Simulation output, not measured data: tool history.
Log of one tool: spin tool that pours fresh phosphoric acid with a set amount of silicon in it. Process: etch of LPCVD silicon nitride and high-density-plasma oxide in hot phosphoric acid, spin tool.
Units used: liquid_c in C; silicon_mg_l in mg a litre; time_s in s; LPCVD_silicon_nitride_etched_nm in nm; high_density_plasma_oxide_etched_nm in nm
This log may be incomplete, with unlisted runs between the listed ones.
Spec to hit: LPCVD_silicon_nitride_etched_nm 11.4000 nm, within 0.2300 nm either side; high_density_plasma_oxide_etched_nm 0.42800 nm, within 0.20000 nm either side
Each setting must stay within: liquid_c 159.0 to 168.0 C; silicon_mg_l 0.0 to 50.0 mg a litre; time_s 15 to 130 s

run	day	liquid_c	silicon_mg_l	time_s	LPCVD_silicon_nitride_etched_nm	high_density_plasma_oxide_etched_nm
1	0.000	164.0	24.5	65	6.7179	0.23558
2	0.083	162.0	24.5	65	6.2943	0.17099
3	0.125	160.0	24.5	65	5.9129	0.17222
4	0.404	160.0	24.5	75	6.7939	0.12098
5	0.479	160.0	13.0	75	6.7459	0.30123
6	0.654	160.0	13.0	60	5.4231	0.20138
7	0.879	161.0	15.5	65	6.0763	0.24889
8	1.012	162.0	17.5	70	6.7949	0.22587
9	1.325	163.0	17.0	75	7.5021	0.29834
10	1.542	163.5	18.0	80	8.1209	0.31614
11	1.804	164.0	19.0	85	8.7948	0.31783
12	2.033	164.5	19.5	85	8.9319	0.33923
13	2.283	165.0	20.0	85	9.0774	0.29310
14	2.554	165.5	19.5	85	9.2430	0.35106
15	2.600	166.0	20.0	85	9.3505	0.41027
16	2.908	166.5	21.0	85	9.4951	0.31205
17	3.042	166.5	20.5	85	9.5429	0.37966
18	3.308	166.5	21.0	85	9.5289	0.35951
19	3.650	167.0	21.5	90	10.2330	0.28439
20	3.788	167.0	20.5	90	10.2130	0.37801
21	3.917	167.5	20.0	95	10.9770	0.41604

Exactly one of the 4 candidate moves below puts every result within its allowed miss. Which one?
A	4.046	165.5	20.0	105	?	?
B	4.046	167.5	25.0	90	?	?
C	4.046	168.0	25.0	100	?	?
D	4.046	167.0	22.5	105	?	?

move	LPCVD_silicon_nitride_etched_nm	high_density_plasma_oxide_etched_nm
A	11.4060	0.30685
B	10.4350	0.26032
C	11.7840	0.29978
D	11.9790	0.31743
A: all results land within tolerance of their targets
B: misses by more than the last run did
C: takes the biggest miss from the last run beyond its target
D: takes the biggest miss from the last run beyond its target
Move A is the one to make.
